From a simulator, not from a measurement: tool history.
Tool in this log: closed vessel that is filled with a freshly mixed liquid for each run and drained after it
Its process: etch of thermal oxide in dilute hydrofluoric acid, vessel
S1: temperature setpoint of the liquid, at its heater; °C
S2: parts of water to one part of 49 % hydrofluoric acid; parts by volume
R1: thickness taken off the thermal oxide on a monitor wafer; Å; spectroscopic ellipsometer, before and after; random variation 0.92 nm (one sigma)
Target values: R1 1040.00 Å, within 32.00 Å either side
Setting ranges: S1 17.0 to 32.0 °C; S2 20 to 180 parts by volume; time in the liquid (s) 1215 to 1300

run 1 day=0.000 | S1=24.0 S2=100 time_in_the_liquid_(s)=1215 | R1=626.36
run 2 day=0.250 | S1=21.5 S2=100 time_in_the_liquid_(s)=1215 | R1=561.12
run 3 day=0.517 | S1=24.0 S2=95 time_in_the_liquid_(s)=1215 | R1=651.46
run 4 day=0.704 | S1=26.0 S2=90 time_in_the_liquid_(s)=1215 | R1=758.03
run 5 day=0.925 | S1=27.5 S2=90 time_in_the_liquid_(s)=1215 | R1=795.72
run 6 day=1.296 | S1=28.5 S2=85 time_in_the_liquid_(s)=1215 | R1=888.16
run 7 day=1.558 | S1=29.5 S2=85 time_in_the_liquid_(s)=1215 | R1=917.46
run 8 day=1.638 | S1=30.0 S2=85 time_in_the_liquid_(s)=1215 | R1=943.38
run 9 day=1.850 | S1=30.5 S2=85 time_in_the_liquid_(s)=1215 | R1=966.78
run 10 day=2.058 | S1=31.0 S2=85 time_in_the_liquid_(s)=1215 | R1=972.26
run 11 day=2.438 | S1=31.5 S2=85 time_in_the_liquid_(s)=1215 | R1=989.48

Which one of the following 5 next-run settings gets every result inside its allowed miss? There is exactly one.
run A day=2.817 | S1=32.0 S2=90 time_in_the_liquid_(s)=1225 | R1=?
run B day=2.817 | S1=29.0 S2=75 time_in_the_liquid_(s)=1215 | R1=?
run C day=2.817 | S1=31.5 S2=90 time_in_the_liquid_(s)=1260 | R1=?
run D day=2.817 | S1=23.5 S2=70 time_in_the_liquid_(s)=1215 | R1=?
run E day=2.817 | S1=32.0 S2=95 time_in_the_liquid_(s)=1300 | R1=?

move=A R1=956.16
move=B R1=1038.40
move=C R1=965.34
move=D R1=900.51
move=E R1=954.12
A: its largest miss is bigger than the last run's
B: hits every target within its allowed miss
C: its largest miss is bigger than the last run's
D: its largest miss is bigger than the last run's
E: its largest miss is bigger than the last run's
The right move is B.
